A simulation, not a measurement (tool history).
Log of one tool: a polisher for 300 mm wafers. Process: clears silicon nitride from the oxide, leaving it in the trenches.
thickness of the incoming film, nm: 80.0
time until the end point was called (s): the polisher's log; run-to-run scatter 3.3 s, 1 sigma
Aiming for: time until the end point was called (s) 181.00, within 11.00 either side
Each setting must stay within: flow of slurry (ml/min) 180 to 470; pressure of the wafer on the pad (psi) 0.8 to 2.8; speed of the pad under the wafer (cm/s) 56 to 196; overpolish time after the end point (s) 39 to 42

run,hour,flow of slurry (ml/min),pressure of the wafer on the pad (psi),speed of the pad under the wafer (cm/s),overpolish time after the end point (s),time until the end point was called (s)
1,0.0,300,1.8,126,39,107.34
2,0.5,300,1.7,124,39,114.94
3,7.9,300,1.7,110,39,130.17
4,16.9,300,1.6,110,39,136.19
5,17.8,300,1.9,110,39,119.21
6,22.8,300,1.8,108,39,129.41
7,25.6,300,1.7,106,39,133.47
8,27.0,300,1.6,104,39,145.10
9,31.2,300,1.5,104,39,152.30

5 candidate next runs follow, results not yet known. Just one meets every target within its allowed miss. Identify it.
A,35.4,270,1.6,110,39,?
B,35.4,390,1.4,108,42,?
C,35.4,245,1.8,64,41,?
D,35.4,315,1.4,92,39,?
E,35.4,320,1.6,124,39,?

move,time until the end point was called (s)
A,137.39
B,153.76
C,203.03
D,181.48
E,120.75
A: misses by more than the last run did
B: closes in on the targets versus the last run, not all within tolerance yet
C: pushes the last run's worst result past its target
D: every result within its allowed miss
E: misses by more than the last run did
Move D is the one to make.

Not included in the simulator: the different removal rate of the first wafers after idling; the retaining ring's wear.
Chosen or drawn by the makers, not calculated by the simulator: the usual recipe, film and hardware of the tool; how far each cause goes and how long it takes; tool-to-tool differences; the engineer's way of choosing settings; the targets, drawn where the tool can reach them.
